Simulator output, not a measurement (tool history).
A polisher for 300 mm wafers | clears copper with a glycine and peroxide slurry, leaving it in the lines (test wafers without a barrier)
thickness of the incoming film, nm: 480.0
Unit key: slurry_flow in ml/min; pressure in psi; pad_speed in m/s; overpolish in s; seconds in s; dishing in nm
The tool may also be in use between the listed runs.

run 1 hour=0.0 | slurry_flow=135 pressure=2.4 pad_speed=0.94 overpolish=13 | seconds=95.688 dishing=47.334
run 2 hour=3.9 | slurry_flow=140 pressure=2.4 pad_speed=0.94 overpolish=12 | seconds=95.926 dishing=44.494
run 3 hour=9.8 | slurry_flow=140 pressure=2.4 pad_speed=0.94 overpolish=17 | seconds=91.593 dishing=58.988
run 4 hour=16.8 | slurry_flow=145 pressure=2.4 pad_speed=0.94 overpolish=15 | seconds=93.298 dishing=53.984
run 5 hour=20.5 | slurry_flow=145 pressure=2.4 pad_speed=0.94 overpolish=13 | seconds=90.808 dishing=46.878
run 6 hour=27.9 | slurry_flow=120 pressure=2.4 pad_speed=0.94 overpolish=13 | seconds=98.777 dishing=46.486
run 7 hour=32.7 | slurry_flow=130 pressure=2.4 pad_speed=0.94 overpolish=12 | seconds=95.428 dishing=43.925

What will run 8 give?
run 8 hour=35.4 | slurry_flow=140 pressure=2.4 pad_speed=0.94 overpolish=11 | seconds=? dishing=?

{"run 8": {"seconds": 92.155, "dishing": 41.087}}
